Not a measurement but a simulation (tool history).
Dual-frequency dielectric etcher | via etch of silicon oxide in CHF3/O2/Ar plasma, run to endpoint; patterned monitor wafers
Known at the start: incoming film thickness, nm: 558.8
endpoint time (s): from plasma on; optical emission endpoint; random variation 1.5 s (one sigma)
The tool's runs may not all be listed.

run	hour	source power (W)	bias power (W)	endpoint time (s)
1	0.0	670	124	296.78
2	8.3	590	124	318.57
3	15.6	640	126	307.53
4	19.3	530	126	340.53
5	26.8	590	128	322.17
6	34.4	640	129	303.21
7	35.7	680	130	294.78
8	41.9	710	131	286.74
9	50.2	850	138	261.61

Run 10 comes next. What will it give?
10	51.4	860	138	?

endpoint time (s): 257.51
